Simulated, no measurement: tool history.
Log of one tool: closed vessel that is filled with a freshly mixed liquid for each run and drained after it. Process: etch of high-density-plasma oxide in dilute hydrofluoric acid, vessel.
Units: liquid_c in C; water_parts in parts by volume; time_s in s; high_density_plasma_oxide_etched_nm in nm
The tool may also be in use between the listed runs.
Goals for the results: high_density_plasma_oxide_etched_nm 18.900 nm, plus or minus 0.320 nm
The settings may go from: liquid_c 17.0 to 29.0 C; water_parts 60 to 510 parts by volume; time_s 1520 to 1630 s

run	day	liquid_c	water_parts	time_s	high_density_plasma_oxide_etched_nm
1	0.000	21.0	285	1520	26.030
2	0.379	20.0	295	1520	23.981
3	0.496	19.0	305	1520	22.100
4	0.558	19.0	305	1520	22.292
5	0.754	18.5	310	1520	21.342
6	0.996	18.5	225	1520	31.755
7	1.383	18.0	250	1520	27.038
8	1.758	17.5	270	1520	24.226
9	2.046	17.5	285	1520	22.693
10	2.129	17.5	295	1520	21.673

Below are 5 possible settings for the next run. Only one of them brings all results inside the allowed miss of their targets. Which is it?
A	2.212	20.0	340	1520	?
B	2.212	19.0	325	1520	?
C	2.212	20.0	365	1585	?
D	2.212	17.0	325	1570	?
E	2.212	19.0	345	1575	?

move	high_density_plasma_oxide_etched_nm
A	19.933
B	20.374
C	18.951
D	19.545
E	19.552
A: better than the last run, though not everything is in spec
B: better than the last run, though not everything is in spec
C: all results land within tolerance of their targets
D: better than the last run, though not everything is in spec
E: better than the last run, though not everything is in spec
So the answer is move C, the one that meets all the targets.

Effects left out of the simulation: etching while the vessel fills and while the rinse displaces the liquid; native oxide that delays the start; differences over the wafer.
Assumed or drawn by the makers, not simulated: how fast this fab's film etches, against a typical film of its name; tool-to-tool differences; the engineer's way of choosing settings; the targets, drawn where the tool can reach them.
